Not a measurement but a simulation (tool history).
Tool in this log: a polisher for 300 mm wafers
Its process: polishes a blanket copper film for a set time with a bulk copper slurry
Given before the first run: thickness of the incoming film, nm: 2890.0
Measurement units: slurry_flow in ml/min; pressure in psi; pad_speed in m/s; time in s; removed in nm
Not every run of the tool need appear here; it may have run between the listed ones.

{"run": 1, "day": 0.0, "slurry_flow": 185, "pressure": 2.8, "pad_speed": 0.9, "slurry_solids": 1.0, "time": 97, "removed": 862.86}
{"run": 2, "day": 0.321, "slurry_flow": 190, "pressure": 2.9, "pad_speed": 0.9, "slurry_solids": 1.0, "time": 97, "removed": 898.21}
{"run": 3, "day": 0.646, "slurry_flow": 195, "pressure": 2.9, "pad_speed": 0.9, "slurry_solids": 1.0, "time": 97, "removed": 899.71}
{"run": 4, "day": 0.808, "slurry_flow": 200, "pressure": 2.9, "pad_speed": 0.9, "slurry_solids": 1.0, "time": 97, "removed": 905.38}
{"run": 5, "day": 0.883, "slurry_flow": 200, "pressure": 3.3, "pad_speed": 0.9, "slurry_solids": 1.0, "time": 97, "removed": 1020.5}
{"run": 6, "day": 1.2, "slurry_flow": 200, "pressure": 3.3, "pad_speed": 1.06, "slurry_solids": 1.0, "time": 97, "removed": 1195.5}
{"run": 7, "day": 1.529, "slurry_flow": 195, "pressure": 3.2, "pad_speed": 1.06, "slurry_solids": 1.0, "time": 97, "removed": 1163.4}
{"run": 8, "day": 1.904, "slurry_flow": 190, "pressure": 3.1, "pad_speed": 1.06, "slurry_solids": 1.0, "time": 97, "removed": 1122.7}
{"run": 9, "day": 2.204, "slurry_flow": 185, "pressure": 3.0, "pad_speed": 1.06, "slurry_solids": 1.0, "time": 97, "removed": 1087.5}

Predict the results of run 10:
{"run": 10, "day": 2.308, "slurry_flow": 185, "pressure": 2.9, "pad_speed": 1.06, "slurry_solids": 1.0, "time": 97, "removed": "?"}

For run 10 the tool returned removed 1059.70 nm.
